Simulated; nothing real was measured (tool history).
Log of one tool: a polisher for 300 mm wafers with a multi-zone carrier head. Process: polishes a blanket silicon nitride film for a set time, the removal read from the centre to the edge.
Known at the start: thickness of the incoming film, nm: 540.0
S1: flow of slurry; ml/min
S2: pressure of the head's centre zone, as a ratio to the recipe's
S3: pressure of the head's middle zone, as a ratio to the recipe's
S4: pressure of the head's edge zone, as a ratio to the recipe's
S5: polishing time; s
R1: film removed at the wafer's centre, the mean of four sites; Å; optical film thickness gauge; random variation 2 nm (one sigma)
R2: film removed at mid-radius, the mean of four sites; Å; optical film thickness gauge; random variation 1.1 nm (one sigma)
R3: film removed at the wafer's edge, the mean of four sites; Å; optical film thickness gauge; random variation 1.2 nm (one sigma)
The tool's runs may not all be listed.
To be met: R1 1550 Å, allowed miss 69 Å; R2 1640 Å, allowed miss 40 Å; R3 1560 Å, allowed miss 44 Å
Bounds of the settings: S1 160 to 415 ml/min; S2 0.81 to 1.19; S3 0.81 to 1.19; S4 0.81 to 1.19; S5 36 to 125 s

run 1 hour=0 | S1=265 S2=1 S3=1 S4=1 S5=80 | R1=2089.4 R2=2054.2 R3=2050.3
run 2 hour=1.1 | S1=260 S2=0.97 S3=0.99 S4=0.96 S5=76 | R1=1875.1 R2=1933.8 R3=1892.8
run 3 hour=6.9 | S1=255 S2=0.96 S3=0.97 S4=0.92 S5=74 | R1=1778.6 R2=1835.9 R3=1814.8
run 4 hour=10.2 | S1=320 S2=0.96 S3=0.97 S4=0.92 S5=74 | R1=1868.8 R2=1867.8 R3=1833.4
run 5 hour=12.7 | S1=320 S2=0.96 S3=1.02 S4=0.92 S5=74 | R1=1854.9 R2=1955.2 R3=1844.4
run 6 hour=13.7 | S1=320 S2=0.96 S3=1.02 S4=0.96 S5=74 | R1=1879.5 R2=1963.3 R3=1881.7
run 7 hour=21.2 | S1=315 S2=0.95 S3=1 S4=0.92 S5=71 | R1=1778.6 R2=1858.5 R3=1762.6
run 8 hour=26.9 | S1=305 S2=0.94 S3=0.98 S4=0.89 S5=70 | R1=1714.8 R2=1774.8 R3=1682.9
run 9 hour=34.6 | S1=290 S2=0.92 S3=0.96 S4=0.87 S5=70 | R1=1694.6 R2=1751.8 R3=1682.2
run 10 hour=37.5 | S1=280 S2=0.91 S3=0.95 S4=0.85 S5=69 | R1=1634.8 R2=1701.5 R3=1618.3
run 11 hour=39.8 | S1=270 S2=0.9 S3=0.94 S4=0.84 S5=69 | R1=1632.9 R2=1697.2 R3=1632.6
run 12 hour=45 | S1=270 S2=0.88 S3=0.94 S4=0.81 S5=65 | R1=1523.2 R2=1591.3 R3=1506

5 next moves are on the table. One of them brings every result within its allowed miss. Which?
run A hour=50.2 | S1=165 S2=0.96 S3=1.02 S4=0.93 S5=66 | R1=? R2=? R3=?
run B hour=50.2 | S1=175 S2=0.93 S3=0.97 S4=0.81 S5=65 | R1=? R2=? R3=?
run C hour=50.2 | S1=290 S2=0.94 S3=0.93 S4=0.81 S5=63 | R1=? R2=? R3=?
run D hour=50.2 | S1=265 S2=0.93 S3=0.93 S4=0.81 S5=63 | R1=? R2=? R3=?
run E hour=50.2 | S1=290 S2=0.82 S3=0.94 S4=0.85 S5=63 | R1=? R2=? R3=?

move=A R1=1539.6 R2=1652.6 R3=1578.7
move=B R1=1490.7 R2=1570.8 R3=1469
move=C R1=1538.4 R2=1543.9 R3=1478.4
move=D R1=1512.8 R2=1531.9 R3=1469.6
move=E R1=1389.7 R2=1558.4 R3=1509.9
A: meets every target
B: further off than the last run
C: further off than the last run
D: further off than the last run
E: further off than the last run
The right move is A.

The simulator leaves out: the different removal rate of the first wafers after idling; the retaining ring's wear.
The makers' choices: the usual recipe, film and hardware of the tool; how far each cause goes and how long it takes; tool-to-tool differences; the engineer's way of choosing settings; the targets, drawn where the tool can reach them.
